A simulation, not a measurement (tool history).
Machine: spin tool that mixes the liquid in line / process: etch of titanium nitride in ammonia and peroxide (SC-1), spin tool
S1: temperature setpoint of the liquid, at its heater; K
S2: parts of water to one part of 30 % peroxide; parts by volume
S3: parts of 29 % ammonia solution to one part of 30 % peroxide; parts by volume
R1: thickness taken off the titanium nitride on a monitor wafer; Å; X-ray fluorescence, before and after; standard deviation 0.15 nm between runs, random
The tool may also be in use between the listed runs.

run 1 day=0.000 | S1=326.15 S2=23.5 S3=0.95 time_under_the_liquid_(s)=290 | R1=123.870
run 2 day=0.071 | S1=319.15 S2=23.5 S3=0.95 time_under_the_liquid_(s)=290 | R1=76.365
run 3 day=0.446 | S1=323.15 S2=23.5 S3=0.95 time_under_the_liquid_(s)=290 | R1=101.760
run 4 day=0.525 | S1=325.65 S2=23.5 S3=0.95 time_under_the_liquid_(s)=290 | R1=120.420
run 5 day=0.783 | S1=325.65 S2=28.5 S3=0.95 time_under_the_liquid_(s)=290 | R1=107.010
run 6 day=1.004 | S1=325.65 S2=28.5 S3=1.20 time_under_the_liquid_(s)=290 | R1=113.020
run 7 day=1.350 | S1=327.65 S2=28.5 S3=1.20 time_under_the_liquid_(s)=290 | R1=129.900
run 8 day=1.375 | S1=329.15 S2=28.5 S3=1.20 time_under_the_liquid_(s)=290 | R1=142.350
run 9 day=1.558 | S1=330.15 S2=28.5 S3=1.20 time_under_the_liquid_(s)=290 | R1=153.800

Estimate the outcome of run 10 from the log above:
run 10 day=1.733 | S1=331.15 S2=28.5 S3=1.20 time_under_the_liquid_(s)=290 | R1=?

For run 10 the tool returned R1 165.400 Å.
